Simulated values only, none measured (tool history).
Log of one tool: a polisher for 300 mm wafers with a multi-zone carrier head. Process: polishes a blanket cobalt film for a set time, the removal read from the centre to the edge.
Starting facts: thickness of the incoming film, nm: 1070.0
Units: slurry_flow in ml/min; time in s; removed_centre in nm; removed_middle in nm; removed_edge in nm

run	hour	slurry_flow	centre_zone	middle_zone	edge_zone	time	removed_centre	removed_middle	removed_edge
1	0.0	270	1.00	1.00	1.00	38	137.380	154.330	148.110
2	7.2	270	1.00	1.04	1.00	38	137.600	155.550	148.070
3	10.9	245	1.03	0.97	1.02	32	117.620	125.240	125.770
4	18.1	245	1.03	1.03	1.02	32	117.420	130.680	129.000
5	21.4	240	1.05	0.97	1.02	28	103.410	108.160	109.530
6	22.0	240	1.05	0.91	1.02	28	104.310	104.710	111.550
7	24.5	225	1.10	0.81	0.97	18	70.606	59.229	70.305
8	26.3	250	1.11	0.84	1.01	18	71.821	61.942	71.743
# hour 30.3: centre zone pressure recalibrated
9	30.3	250	1.12	0.86	1.04	19	86.611	65.884	76.593
10	37.4	250	1.10	0.87	1.05	19	85.473	67.606	75.438
11	39.1	250	1.07	0.86	1.05	20	86.019	71.398	82.135
12	47.2	250	1.07	0.86	1.05	20	86.463	72.109	81.743

Expected results for the next run?
13	53.3	245	1.05	0.86	1.05	20	?	?	?

Run 13 produced removed_centre 85.180 nm, removed_middle 69.184 nm, removed_edge 81.064 nm.
